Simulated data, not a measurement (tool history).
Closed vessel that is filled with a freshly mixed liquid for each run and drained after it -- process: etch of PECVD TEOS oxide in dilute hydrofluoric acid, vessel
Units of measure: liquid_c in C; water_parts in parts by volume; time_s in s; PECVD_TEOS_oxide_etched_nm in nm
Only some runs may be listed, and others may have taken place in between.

run,day,liquid_c,water_parts,time_s,PECVD_TEOS_oxide_etched_nm
1,0,25,255,610,39.723
2,0.225,22,255,610,35.751
3,0.283,24,230,610,43.385
4,0.388,25.5,210,610,51.401
5,0.504,27,195,610,59.221
6,0.75,27,230,610,48.889

Run 7 has not been measured yet. What should we expect?
7,0.825,28,210,610,?

PECVD_TEOS_oxide_etched_nm: 56.564 nm

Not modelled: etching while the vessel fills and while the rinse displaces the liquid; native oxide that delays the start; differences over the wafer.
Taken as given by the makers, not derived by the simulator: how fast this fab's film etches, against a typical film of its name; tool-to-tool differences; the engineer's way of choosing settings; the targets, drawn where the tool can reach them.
